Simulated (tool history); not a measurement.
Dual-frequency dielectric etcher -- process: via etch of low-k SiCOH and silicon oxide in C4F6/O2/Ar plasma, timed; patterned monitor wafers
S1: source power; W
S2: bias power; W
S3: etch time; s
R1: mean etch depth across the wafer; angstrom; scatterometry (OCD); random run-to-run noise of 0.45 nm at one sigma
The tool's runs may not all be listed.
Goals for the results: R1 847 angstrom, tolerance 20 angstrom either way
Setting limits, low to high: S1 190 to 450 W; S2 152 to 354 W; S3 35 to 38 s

| run | hour | S1 | S2 | S3 | R1 |
|---|---|---|---|---|---|
| 1 | 0 | 320 | 253 | 38 | 984.77 |
| 2 | 4 | 370 | 253 | 38 | 1028.3 |
| 3 | 8.6 | 340 | 239 | 37.5 | 977.25 |
| 4 | 13.4 | 290 | 239 | 37.5 | 934.88 |
|  | 20.6 | bias power generator calibrated |
| 5 | 20.6 | 290 | 239 | 38 | 951.19 |
| 6 | 24.7 | 280 | 227 | 37.5 | 915.29 |
| 7 | 26.5 | 270 | 221 | 37.5 | 909.02 |
| 8 | 28.2 | 260 | 215 | 37.5 | 889.35 |
| 9 | 29.4 | 250 | 211 | 37.5 | 871.33 |

Which one of the following 5 next-run settings gets every result inside its allowed miss? There is exactly one.
| A | 30.6 | 290 | 239 | 37 | ? |
| B | 30.6 | 290 | 213 | 38 | ? |
| C | 30.6 | 230 | 240 | 36 | ? |
| D | 30.6 | 240 | 264 | 38 | ? |
| E | 30.6 | 250 | 249 | 37 | ? |

| move | R1 |
|---|---|
| A | 928.78 |
| B | 924.92 |
| C | 848.98 |
| D | 930.92 |
| E | 901.46 |
A: moves away from the targets compared with the last run
B: moves away from the targets compared with the last run
C: every result lands within tolerance
D: moves away from the targets compared with the last run
E: moves away from the targets compared with the last run
The right move is C.

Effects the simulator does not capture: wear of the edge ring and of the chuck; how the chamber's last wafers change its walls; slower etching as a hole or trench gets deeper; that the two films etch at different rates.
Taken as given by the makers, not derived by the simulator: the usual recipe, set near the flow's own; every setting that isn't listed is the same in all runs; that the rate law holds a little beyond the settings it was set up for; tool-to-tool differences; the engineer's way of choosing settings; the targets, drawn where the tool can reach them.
